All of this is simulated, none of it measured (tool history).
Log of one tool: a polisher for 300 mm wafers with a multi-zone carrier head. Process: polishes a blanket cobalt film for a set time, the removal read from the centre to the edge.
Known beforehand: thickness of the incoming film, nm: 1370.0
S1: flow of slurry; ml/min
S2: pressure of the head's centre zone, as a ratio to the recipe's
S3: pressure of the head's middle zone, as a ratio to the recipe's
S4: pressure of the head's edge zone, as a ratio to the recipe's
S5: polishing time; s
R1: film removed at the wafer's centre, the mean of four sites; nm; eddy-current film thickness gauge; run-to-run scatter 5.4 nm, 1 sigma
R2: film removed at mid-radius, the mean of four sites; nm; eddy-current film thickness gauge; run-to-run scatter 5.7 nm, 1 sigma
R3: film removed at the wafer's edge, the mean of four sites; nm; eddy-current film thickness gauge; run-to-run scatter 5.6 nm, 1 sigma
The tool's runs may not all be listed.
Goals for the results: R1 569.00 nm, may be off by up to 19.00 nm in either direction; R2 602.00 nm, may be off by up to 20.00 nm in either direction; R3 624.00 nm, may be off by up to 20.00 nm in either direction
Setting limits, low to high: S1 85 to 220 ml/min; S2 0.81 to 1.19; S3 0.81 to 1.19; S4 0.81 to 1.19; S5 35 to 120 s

run	hour	S1	S2	S3	S4	S5	R1	R2	R3
1	0.0	140	1.00	1.00	1.00	77	442.47	441.04	438.84
2	8.0	155	1.00	1.00	1.00	77	447.41	443.93	447.38
3	13.1	165	1.00	1.02	1.04	81	481.83	485.93	493.59
4	17.9	175	1.01	1.04	1.08	83	495.13	506.83	502.33
5	23.1	175	1.01	1.12	1.08	83	496.41	530.68	513.55
6	28.8	180	1.00	1.10	1.11	86	520.30	548.90	533.27
7	29.3	180	0.98	1.07	1.13	89	523.25	549.01	566.05
8	33.8	185	0.98	1.08	1.14	90	533.17	571.03	575.06
9	37.6	190	0.98	1.07	1.15	91	546.72	577.00	580.06
10	39.8	190	0.98	1.07	1.15	91	543.38	580.34	579.50
11	45.7	185	0.98	1.07	1.16	92	542.31	587.07	587.07
12	47.0	190	0.97	1.05	1.17	93	551.54	573.24	598.79

Exercise: of the 5 proposed moves below, exactly one satisfies all targets within the stated allowed misses. Which move is it?
A	48.3	205	1.00	1.04	1.15	90	?	?	?
B	48.3	175	0.93	1.07	1.18	97	?	?	?
C	48.3	220	0.91	0.95	1.17	91	?	?	?
D	48.3	175	0.86	1.16	1.11	99	?	?	?
E	48.3	170	0.93	0.99	1.08	102	?	?	?

move	R1	R2	R3
A	551.68	559.54	572.85
B	539.40	599.32	614.05
C	515.14	539.45	589.28
D	511.21	645.74	606.71
E	563.72	596.33	615.27
A: moves away from the targets compared with the last run
B: gets the furthest-off result to its target, but another result is out of tolerance
C: moves away from the targets compared with the last run
D: carries the result that was furthest off beyond its target, to the other side
E: hits every target within its allowed miss
Go with E: it meets all targets.
